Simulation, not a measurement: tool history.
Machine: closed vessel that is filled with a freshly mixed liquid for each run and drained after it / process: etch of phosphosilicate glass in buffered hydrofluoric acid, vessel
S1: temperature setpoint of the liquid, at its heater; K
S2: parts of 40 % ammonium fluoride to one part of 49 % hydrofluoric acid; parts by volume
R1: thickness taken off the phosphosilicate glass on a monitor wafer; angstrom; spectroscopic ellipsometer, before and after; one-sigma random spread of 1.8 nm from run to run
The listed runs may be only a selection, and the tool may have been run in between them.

{"run": 1, "hour": 0.0, "S1": 294.15, "S2": 11.0, "time in the liquid (s)": 30, "R1": 1002.0}
{"run": 2, "hour": 5.4, "S1": 290.65, "S2": 11.0, "time in the liquid (s)": 30, "R1": 838.69}
{"run": 3, "hour": 8.5, "S1": 290.65, "S2": 9.0, "time in the liquid (s)": 30, "R1": 965.38}
{"run": 4, "hour": 12.6, "S1": 290.65, "S2": 9.0, "time in the liquid (s)": 30, "R1": 990.25}
{"run": 5, "hour": 13.1, "S1": 294.15, "S2": 8.5, "time in the liquid (s)": 30, "R1": 1256.7}
{"run": 6, "hour": 17.4, "S1": 294.15, "S2": 8.5, "time in the liquid (s)": 30, "R1": 1244.7}
{"run": 7, "hour": 20.6, "S1": 296.15, "S2": 8.5, "time in the liquid (s)": 30, "R1": 1387.3}

Estimate the outcome of run 8 from the log above:
{"run": 8, "hour": 27.1, "S1": 297.65, "S2": 8.5, "time in the liquid (s)": 30, "R1": "?"}

Run 8 produced R1 1516.80 angstrom.

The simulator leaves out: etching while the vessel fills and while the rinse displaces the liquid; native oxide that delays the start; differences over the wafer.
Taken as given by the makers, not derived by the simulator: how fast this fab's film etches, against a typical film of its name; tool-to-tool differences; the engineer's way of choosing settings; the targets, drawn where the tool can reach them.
